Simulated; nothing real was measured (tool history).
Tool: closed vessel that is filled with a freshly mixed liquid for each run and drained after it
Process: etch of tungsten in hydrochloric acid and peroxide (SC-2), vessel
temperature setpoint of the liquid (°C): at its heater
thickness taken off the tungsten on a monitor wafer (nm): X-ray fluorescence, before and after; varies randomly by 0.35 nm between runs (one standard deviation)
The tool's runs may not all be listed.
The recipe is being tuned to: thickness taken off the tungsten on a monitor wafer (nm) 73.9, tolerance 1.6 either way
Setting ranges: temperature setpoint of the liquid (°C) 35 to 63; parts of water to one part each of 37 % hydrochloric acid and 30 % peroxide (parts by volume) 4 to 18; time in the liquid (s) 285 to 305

run	hour	temperature setpoint of the liquid (°C)	parts of water to one part each of 37 % hydrochloric acid and 30 % peroxide (parts by volume)	time in the liquid (s)	thickness taken off the tungsten on a monitor wafer (nm)
1	0	47	10	285	39.056
2	1.9	47	7	285	52.607
3	6	42.5	7	285	38.327
4	9.8	45	7	285	45.516
5	18.5	50	7	285	63.856
6	19.7	55.5	7	285	91.14
7	22.6	54.5	7	285	86.329
8	26.4	54	7	285	83.256

Exactly one of the 5 candidate moves below puts every result within its allowed miss. Which one?
A	30.2	51.5	7	285	?
B	30.2	51	6.5	290	?
C	30.2	51.5	6.5	305	?
D	30.2	54.5	7	285	?
E	30.2	58.5	9.5	295	?

move	thickness taken off the tungsten on a monitor wafer (nm)
A	70.724
B	73.719
C	80.14
D	86.07
E	90.091
A: carries the result that was furthest off beyond its target, to the other side
B: every result within its allowed miss
C: moves toward the targets from the last run without getting all of them in spec
D: misses by more than the last run did
E: misses by more than the last run did
So the answer is move B, the one that meets all the targets.
